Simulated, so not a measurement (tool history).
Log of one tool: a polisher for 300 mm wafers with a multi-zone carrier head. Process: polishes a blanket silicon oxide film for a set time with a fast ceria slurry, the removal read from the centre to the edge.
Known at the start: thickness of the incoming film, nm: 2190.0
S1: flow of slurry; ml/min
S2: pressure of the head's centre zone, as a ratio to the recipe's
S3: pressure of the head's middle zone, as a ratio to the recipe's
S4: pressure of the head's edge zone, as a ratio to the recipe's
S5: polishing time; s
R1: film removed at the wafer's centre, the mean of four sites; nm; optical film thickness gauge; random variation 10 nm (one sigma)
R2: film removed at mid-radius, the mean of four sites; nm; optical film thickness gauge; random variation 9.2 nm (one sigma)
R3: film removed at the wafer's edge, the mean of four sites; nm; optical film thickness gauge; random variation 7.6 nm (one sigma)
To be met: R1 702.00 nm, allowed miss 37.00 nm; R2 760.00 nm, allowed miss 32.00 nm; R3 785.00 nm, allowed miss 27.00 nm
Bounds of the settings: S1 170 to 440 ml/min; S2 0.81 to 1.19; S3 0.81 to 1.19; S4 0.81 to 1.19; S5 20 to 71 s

run  hour   S1    S2    S3    S4  S5      R1      R2      R3
  1   0.0  280  1.00  1.00  1.00  45  577.19  592.40  615.01
  2   0.9  280  0.95  1.00  1.00  45  560.90  594.44  627.83
  3   6.8  290  0.96  1.02  1.03  48  618.19  645.63  663.28
  4   9.2  290  1.03  1.02  1.03  48  661.49  630.82  667.25
  5  11.0  290  1.03  1.02  0.95  48  646.07  644.21  634.10
  6  14.7  290  1.08  1.02  0.95  48  693.87  641.62  641.25
  7  16.4  285  1.04  1.04  0.99  50  661.28  667.12  670.73
  8  24.9  300  1.01  1.05  1.02  52  687.95  709.20  713.86
  9  33.9  305  0.99  1.05  1.04  53  675.28  721.97  744.48
     35.5  -- edge zone pressure recalibrated
 10  35.5  310  0.99  1.06  1.05  54  697.34  753.05  717.84
 11  38.6  295  0.98  1.05  1.06  55  699.53  755.92  735.75
 12  40.6  315  0.96  1.04  1.07  55  681.63  748.50  737.79

5 next moves are on the table. One of them brings every result within its allowed miss. Which?
  A  42.6  265  0.85  0.86  1.14  59   ?   ?   ?
  B  42.6  205  0.95  1.02  1.07  60   ?   ?   ?
  C  42.6  180  0.81  0.84  1.14  64   ?   ?   ?
  D  42.6  395  0.94  1.08  0.99  52   ?   ?   ?
  E  42.6  320  0.94  1.04  1.15  51   ?   ?   ?

move      R1      R2      R3
   A  632.44  677.01  801.53
   B  697.00  770.54  770.46
   C  619.90  687.37  839.75
   D  642.04  747.57  674.17
   E  617.99  698.08  703.78
A: brings the result that was furthest off to its target, and leaves another outside
B: meets every target
C: takes the result that was furthest off past its target
D: further off than the last run
E: further off than the last run
Answer: B
